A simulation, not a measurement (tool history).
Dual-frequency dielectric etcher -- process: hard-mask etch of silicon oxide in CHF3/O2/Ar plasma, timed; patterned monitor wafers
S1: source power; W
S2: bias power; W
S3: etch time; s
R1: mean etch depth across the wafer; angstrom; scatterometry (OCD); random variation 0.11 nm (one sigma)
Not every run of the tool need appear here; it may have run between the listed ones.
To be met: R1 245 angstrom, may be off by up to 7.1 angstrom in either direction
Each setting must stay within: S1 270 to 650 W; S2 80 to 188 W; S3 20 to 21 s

| run | day | S1 | S2 | S3 | R1 |
|---|---|---|---|---|---|
| 1 | 0 | 460 | 134 | 20 | 311.97 |
| 2 | 0.158 | 420 | 127 | 20 | 289.8 |
| 3 | 0.379 | 400 | 125 | 20 | 279.3 |
| 4 | 0.725 | 380 | 124 | 20 | 272.48 |
| 5 | 0.858 | 380 | 145 | 20 | 289.38 |
| 6 | 0.942 | 380 | 145 | 20 | 288.86 |
| 7 | 1.133 | 380 | 145 | 20 | 291.21 |
| 8 | 1.204 | 360 | 142 | 20 | 277.75 |
| 9 | 1.546 | 340 | 141 | 20 | 268.66 |
| 10 | 1.742 | 330 | 140 | 20 | 262.11 |
| 11 | 2.117 | 320 | 140 | 20 | 257.21 |
| 12 | 2.312 | 270 | 135 | 20 | 214.87 |
| 13 | 2.538 | 280 | 135 | 20 | 223.81 |
| 14 | 2.771 | 290 | 135 | 20 | 230.62 |

Which single option among these 4 for the next run brings every result within its allowed miss of target? Just one does.
| A | 3.004 | 320 | 134 | 21 | ? |
| B | 3.004 | 350 | 114 | 20 | ? |
| C | 3.004 | 310 | 145 | 20.5 | ? |
| D | 3.004 | 300 | 144 | 21 | ? |

| move | R1 |
|---|---|
| A | 263.66 |
| B | 247.39 |
| C | 259.68 |
| D | 257.56 |
A: pushes the last run's worst result past its target
B: every result lands within tolerance
C: pushes the last run's worst result past its target
D: pushes the last run's worst result past its target
The move that meets every target is B.

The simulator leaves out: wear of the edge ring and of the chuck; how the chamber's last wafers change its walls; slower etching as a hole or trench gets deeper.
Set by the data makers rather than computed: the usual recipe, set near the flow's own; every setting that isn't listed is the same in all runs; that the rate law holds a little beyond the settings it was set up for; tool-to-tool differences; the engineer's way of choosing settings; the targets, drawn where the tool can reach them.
